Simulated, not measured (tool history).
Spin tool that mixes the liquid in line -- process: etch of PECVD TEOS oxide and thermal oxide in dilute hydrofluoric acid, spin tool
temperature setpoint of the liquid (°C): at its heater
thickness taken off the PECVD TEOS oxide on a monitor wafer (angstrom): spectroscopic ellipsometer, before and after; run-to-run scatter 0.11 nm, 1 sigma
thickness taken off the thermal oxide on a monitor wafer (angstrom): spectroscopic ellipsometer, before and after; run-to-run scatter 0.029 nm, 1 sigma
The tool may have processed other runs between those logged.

| run | hour | temperature setpoint of the liquid (°C) | parts of water to one part of 49 % hydrofluoric acid (parts by volume) | time under the liquid (s) | thickness taken off the PECVD TEOS oxide on a monitor wafer (angstrom) | thickness taken off the thermal oxide on a monitor wafer (angstrom) |
|---|---|---|---|---|---|---|
| 1 | 0.0 | 25.0 | 210 | 180 | 91.324 | 38.317 |
| 2 | 0.7 | 27.0 | 210 | 180 | 98.637 | 41.174 |
| 3 | 9.7 | 28.5 | 210 | 180 | 105.390 | 43.548 |
| 4 | 17.3 | 26.0 | 210 | 180 | 95.390 | 39.911 |
| 5 | 18.2 | 23.5 | 210 | 180 | 86.126 | 36.491 |
| 6 | 22.8 | 25.5 | 210 | 180 | 94.110 | 39.357 |
| 7 | 30.9 | 27.0 | 210 | 180 | 99.983 | 41.506 |
| 8 | 38.9 | 28.0 | 210 | 180 | 100.910 | 42.677 |
| 9 | 39.6 | 29.0 | 210 | 180 | 105.400 | 44.398 |

What does the tool deliver on the next run?
| 10 | 41.6 | 30.0 | 210 | 180 | ? | ? |

Run 10 gave thickness taken off the PECVD TEOS oxide on a monitor wafer (angstrom) 107.550, thickness taken off the thermal oxide on a monitor wafer (angstrom) 45.334.
